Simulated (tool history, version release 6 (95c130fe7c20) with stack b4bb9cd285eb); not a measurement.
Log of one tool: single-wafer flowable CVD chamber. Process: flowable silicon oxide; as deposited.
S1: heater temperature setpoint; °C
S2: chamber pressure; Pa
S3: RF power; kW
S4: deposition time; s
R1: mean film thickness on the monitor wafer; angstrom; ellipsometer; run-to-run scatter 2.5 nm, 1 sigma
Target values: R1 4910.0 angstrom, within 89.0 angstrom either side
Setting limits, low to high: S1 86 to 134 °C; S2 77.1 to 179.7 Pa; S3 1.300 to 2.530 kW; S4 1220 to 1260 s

run 1 hour=0.0 | S1=110 S2=128.4 S3=1.915 S4=1220 | R1=5933.9
run 2 hour=2.0 | S1=111 S2=128.4 S3=1.915 S4=1220 | R1=5827.5
run 3 hour=4.8 | S1=112 S2=128.4 S3=1.915 S4=1220 | R1=5586.4
run 4 hour=10.4 | S1=112 S2=137.3 S3=1.915 S4=1220 | R1=5979.2
run 5 hour=15.9 | S1=112 S2=153.7 S3=1.915 S4=1220 | R1=6657.2
run 6 hour=20.0 | S1=112 S2=153.7 S3=1.915 S4=1260 | R1=6803.5
run 7 hour=24.9 | S1=114 S2=153.7 S3=1.915 S4=1260 | R1=6419.6
run 8 hour=30.7 | S1=116 S2=153.7 S3=1.915 S4=1260 | R1=6077.7
run 9 hour=33.5 | S1=117 S2=153.7 S3=1.915 S4=1260 | R1=5903.5
run 10 hour=36.7 | S1=118 S2=153.7 S3=1.915 S4=1260 | R1=5777.7

Which single option among these 4 for the next run brings every result within its allowed miss of target? Just one does.
run A hour=39.9 | S1=124 S2=159.7 S3=2.170 S4=1220 | R1=?
run B hour=39.9 | S1=119 S2=145.9 S3=1.655 S4=1260 | R1=?
run C hour=39.9 | S1=120 S2=146.5 S3=2.000 S4=1260 | R1=?
run D hour=39.9 | S1=112 S2=167.5 S3=1.875 S4=1260 | R1=?

move=A R1=4939.3
move=B R1=5152.9
move=C R1=5181.0
move=D R1=7363.7
A: hits every target within its allowed miss
B: gains on the last run, yet a result remains outside its allowed miss
C: gains on the last run, yet a result remains outside its allowed miss
D: further off than the last run
The move that meets every target is A.
